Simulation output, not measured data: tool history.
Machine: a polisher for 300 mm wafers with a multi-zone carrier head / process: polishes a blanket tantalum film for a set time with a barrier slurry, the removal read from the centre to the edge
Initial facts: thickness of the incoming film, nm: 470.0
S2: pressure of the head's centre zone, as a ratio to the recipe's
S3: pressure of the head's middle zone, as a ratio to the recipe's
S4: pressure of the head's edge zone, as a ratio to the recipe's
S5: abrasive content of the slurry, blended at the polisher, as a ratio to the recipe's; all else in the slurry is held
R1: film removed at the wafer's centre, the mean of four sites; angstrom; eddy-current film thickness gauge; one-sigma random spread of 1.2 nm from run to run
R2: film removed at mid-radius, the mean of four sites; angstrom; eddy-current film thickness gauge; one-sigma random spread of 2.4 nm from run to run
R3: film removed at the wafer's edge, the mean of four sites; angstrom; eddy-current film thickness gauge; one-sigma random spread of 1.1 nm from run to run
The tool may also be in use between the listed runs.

{"run": 1, "day": 0.0, "flow of slurry (ml/min)": 265, "S2": 1.0, "S3": 1.0, "S4": 1.0, "S5": 1.0, "polishing time (s)": 60, "R1": 1093.5, "R2": 1065.3, "R3": 1094.6}
{"run": 2, "day": 0.225, "flow of slurry (ml/min)": 275, "S2": 1.0, "S3": 1.06, "S4": 1.04, "S5": 1.15, "polishing time (s)": 62, "R1": 1189.3, "R2": 1196.9, "R3": 1198.2}
{"run": 3, "day": 0.258, "flow of slurry (ml/min)": 275, "S2": 1.06, "S3": 1.06, "S4": 1.04, "S5": 1.15, "polishing time (s)": 62, "R1": 1245.9, "R2": 1243.5, "R3": 1205.9}
{"run": 4, "day": 0.312, "flow of slurry (ml/min)": 275, "S2": 1.04, "S3": 1.1, "S4": 1.07, "S5": 1.25, "polishing time (s)": 64, "R1": 1305.9, "R2": 1336.1, "R3": 1269.3}
{"run": 5, "day": 0.479, "flow of slurry (ml/min)": 325, "S2": 1.04, "S3": 1.1, "S4": 1.07, "S5": 1.25, "polishing time (s)": 64, "R1": 1312.3, "R2": 1362.9, "R3": 1295.4}
{"run": 6, "day": 0.6, "flow of slurry (ml/min)": 325, "S2": 1.04, "S3": 1.1, "S4": 1.07, "S5": 1.15, "polishing time (s)": 64, "R1": 1300.8, "R2": 1362.5, "R3": 1263.2}

What does the tool deliver on the next run?
{"run": 7, "day": 0.638, "flow of slurry (ml/min)": 350, "S2": 1.01, "S3": 1.19, "S4": 1.15, "S5": 1.4, "polishing time (s)": 68, "R1": "?", "R2": "?", "R3": "?"}

{"run 7": {"R1": 1408.7, "R2": 1591.7, "R3": 1470.5}}
